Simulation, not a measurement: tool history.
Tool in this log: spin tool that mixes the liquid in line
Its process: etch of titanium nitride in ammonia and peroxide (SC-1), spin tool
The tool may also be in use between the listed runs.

run    day  temperature setpoint of the liquid (C)  parts of water to one part of 30 % peroxide (parts by volume)  parts of 29 % ammonia solution to one part of 30 % peroxide (parts by volume)  time under the liquid (s)  thickness taken off the titanium nitride on a monitor wafer (nm)
  1      0                                      61                                                            9.5                                                                           0.55                         90                                                            11.879
  2  0.362                                      60                                                            9.5                                                                           0.55                         90                                                            11.178
  3  0.496                                      59                                                            9.5                                                                           0.55                         90                                                            10.323
  4  0.771                                      59                                                            9.5                                                                           0.75                         90                                                            10.976
  5  0.988                                      59                                                            9.5                                                                            0.9                         90                                                            11.337
  6  1.304                                      59                                                            9.5                                                                           0.75                         90                                                            11.098
  7  1.558                                      58                                                            9.5                                                                           0.75                         90                                                            10.331
  8  1.708                                      57                                                            9.5                                                                           0.75                         90                                                             9.666
  9  1.738                                    56.5                                                            9.5                                                                           0.75                         90                                                            9.3006

What does the tool deliver on the next run?
 10  1.971                                      56                                                            9.5                                                                           0.75                         90                                                                 ?

For run 10 the tool returned thickness taken off the titanium nitride on a monitor wafer (nm) 8.9455.
